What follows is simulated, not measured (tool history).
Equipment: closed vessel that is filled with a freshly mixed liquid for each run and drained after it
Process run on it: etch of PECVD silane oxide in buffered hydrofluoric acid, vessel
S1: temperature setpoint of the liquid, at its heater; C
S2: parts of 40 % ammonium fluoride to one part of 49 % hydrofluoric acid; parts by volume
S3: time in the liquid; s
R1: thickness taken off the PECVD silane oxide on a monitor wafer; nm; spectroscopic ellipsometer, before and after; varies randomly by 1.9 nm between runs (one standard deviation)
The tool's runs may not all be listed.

Run 1, hour 0.0: S1 24.0 C, S2 21.0 parts by volume, S3 95 s. Result: R1 87.784 nm.
Run 2, hour 3.5: S1 24.0 C, S2 21.0 parts by volume, S3 100 s. Result: R1 91.192 nm.
Run 3, hour 6.6: S1 24.0 C, S2 23.5 parts by volume, S3 100 s. Result: R1 85.246 nm.
Run 4, hour 8.2: S1 24.0 C, S2 23.5 parts by volume, S3 95 s. Result: R1 80.001 nm.
Run 5, hour 14.8: S1 25.5 C, S2 20.0 parts by volume, S3 95 s. Result: R1 97.014 nm.
Run 6, hour 18.7: S1 22.0 C, S2 20.0 parts by volume, S3 95 s. Result: R1 79.338 nm.
Run 7, hour 22.4: S1 24.0 C, S2 17.5 parts by volume, S3 95 s. Result: R1 99.556 nm.
Run 8, hour 26.2: S1 25.5 C, S2 16.0 parts by volume, S3 95 s. Result: R1 117.320 nm.
Run 9, hour 29.1: S1 27.0 C, S2 15.5 parts by volume, S3 95 s. Result: R1 130.290 nm.
Run 10, hour 31.0: S1 28.0 C, S2 15.0 parts by volume, S3 95 s. Result: R1 140.770 nm.

Run 11 has not been measured yet. What should we expect?
Run 11, hour 35.9: S1 29.0 C, S2 14.5 parts by volume, S3 95 s. Result: R1 ?.

R1: 154.530 nm
